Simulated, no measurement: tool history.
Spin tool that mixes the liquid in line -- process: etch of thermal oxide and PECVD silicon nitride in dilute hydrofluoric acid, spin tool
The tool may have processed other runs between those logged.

| run | hour | temperature setpoint of the liquid (°C) | parts of water to one part of 49 % hydrofluoric acid (parts by volume) | time under the liquid (s) | thickness taken off the thermal oxide on a monitor wafer (angstrom) | thickness taken off the PECVD silicon nitride on a monitor wafer (angstrom) |
|---|---|---|---|---|---|---|
| 1 | 0.0 | 21.0 | 70 | 180 | 108.220 | 130.880 |
| 2 | 7.9 | 20.5 | 60 | 175 | 121.890 | 140.790 |
| 3 | 16.2 | 20.0 | 55 | 170 | 127.620 | 145.770 |
| 4 | 18.2 | 23.0 | 55 | 170 | 146.120 | 176.760 |
| 5 | 18.9 | 23.0 | 55 | 95 | 80.758 | 99.736 |
| 6 | 26.2 | 22.5 | 45 | 100 | 104.540 | 122.480 |
| 7 | 34.7 | 22.0 | 40 | 100 | 114.020 | 131.640 |
| 8 | 41.2 | 22.0 | 40 | 100 | 113.930 | 134.320 |
| 9 | 49.8 | 22.0 | 40 | 100 | 115.600 | 133.270 |
| 10 | 56.2 | 21.5 | 35 | 100 | 127.940 | 147.170 |
| 11 | 61.6 | 20.5 | 30 | 100 | 144.500 | 158.840 |
| 12 | 65.8 | 20.0 | 30 | 100 | 143.000 | 155.090 |
| 13 | 68.9 | 19.5 | 25 | 100 | 168.450 | 175.740 |
| 14 | 69.5 | 19.5 | 25 | 100 | 166.420 | 177.350 |
| 15 | 71.1 | 19.0 | 25 | 100 | 163.050 | 169.510 |

Run 16 is up next; what results do you expect?
| 16 | 78.6 | 19.5 | 25 | 100 | ? | ? |

For run 16 the tool returned thickness taken off the thermal oxide on a monitor wafer (angstrom) 168.970, thickness taken off the PECVD silicon nitride on a monitor wafer (angstrom) 176.140.
